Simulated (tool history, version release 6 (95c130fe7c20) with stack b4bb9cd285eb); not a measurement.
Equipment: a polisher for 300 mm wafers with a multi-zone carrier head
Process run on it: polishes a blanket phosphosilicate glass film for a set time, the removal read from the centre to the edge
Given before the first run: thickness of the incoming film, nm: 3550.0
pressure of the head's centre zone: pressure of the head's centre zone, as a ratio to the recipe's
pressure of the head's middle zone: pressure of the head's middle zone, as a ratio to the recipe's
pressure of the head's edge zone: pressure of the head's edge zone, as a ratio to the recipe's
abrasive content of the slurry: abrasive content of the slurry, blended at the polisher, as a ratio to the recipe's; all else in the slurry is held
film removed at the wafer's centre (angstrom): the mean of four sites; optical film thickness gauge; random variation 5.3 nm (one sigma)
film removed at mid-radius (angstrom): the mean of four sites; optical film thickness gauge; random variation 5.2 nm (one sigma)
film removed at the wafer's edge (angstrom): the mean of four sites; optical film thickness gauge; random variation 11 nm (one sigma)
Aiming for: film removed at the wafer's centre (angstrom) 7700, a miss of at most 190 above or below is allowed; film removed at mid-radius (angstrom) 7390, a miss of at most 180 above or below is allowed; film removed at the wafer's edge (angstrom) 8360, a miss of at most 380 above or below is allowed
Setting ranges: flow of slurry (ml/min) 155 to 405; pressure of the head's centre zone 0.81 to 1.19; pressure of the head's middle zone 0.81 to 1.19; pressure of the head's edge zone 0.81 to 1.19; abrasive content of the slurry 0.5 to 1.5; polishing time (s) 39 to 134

run	hour	flow of slurry (ml/min)	pressure of the head's centre zone	pressure of the head's middle zone	pressure of the head's edge zone	abrasive content of the slurry	polishing time (s)	film removed at the wafer's centre (angstrom)	film removed at mid-radius (angstrom)	film removed at the wafer's edge (angstrom)
1	0	260	1	1	1	1	86	6693.3	6594.8	6633
2	7.8	265	1	1	1.02	1.05	86	6802.1	6665.6	7099.4
3	11.9	265	1	1	0.98	1.05	86	6869.5	6673.6	6779.9
4	19.8	265	1	0.94	0.98	1.05	86	6778.8	6438.8	6725
5	25.6	265	1	1.02	0.98	1.05	86	6803.6	6780.5	6649.2
6	28.2	265	1	1.02	0.93	1.05	86	6847.1	6807.9	6429.1
7	35.1	270	1.01	1.02	0.95	1.05	86	6973.3	6831.7	6524.3
8	42.6	275	1.01	1.02	0.97	1.05	86	6978	6937.7	6720.6
9	43.7	285	1.01	1.01	0.99	1.05	86	6979.1	6820.7	6886.5
10	48.4	290	1.01	1.01	1	1.05	86	6953.8	6876.7	6897.8
# hour 53.3: slurry nozzle cleaned
11	53.3	295	1.02	1.01	1.02	1.05	86	7289.2	6945.5	7099.3
12	54.1	340	0.95	1.02	1.12	1.1	86	6958.2	7289.4	7514.9

Below are 5 possible settings for the next run. Only one of them brings all results inside the allowed miss of their targets. Which is it?
A	54.9	325	0.94	0.98	1.19	1.1	90	?	?	?
B	54.9	385	1.01	0.98	1.14	1.25	80	?	?	?
C	54.9	405	1.09	0.96	1.08	1.2	82	?	?	?
D	54.9	335	0.96	0.91	1.19	1.1	90	?	?	?
E	54.9	355	0.99	0.97	1.19	1.2	87	?	?	?

move	film removed at the wafer's centre (angstrom)	film removed at mid-radius (angstrom)	film removed at the wafer's edge (angstrom)
A	7230.3	7343.3	8209.5
B	7333.9	6916.3	7538.2
C	8039.5	6906.7	7438.9
D	7405.1	6957	8234.4
E	7653.1	7311.7	8227
A: an improvement on the last run, though not all results are within tolerance
B: an improvement on the last run, though not all results are within tolerance
C: carries the result that was furthest off beyond its target, to the other side
D: an improvement on the last run, though not all results are within tolerance
E: every result lands within tolerance
Move E is the one to make.
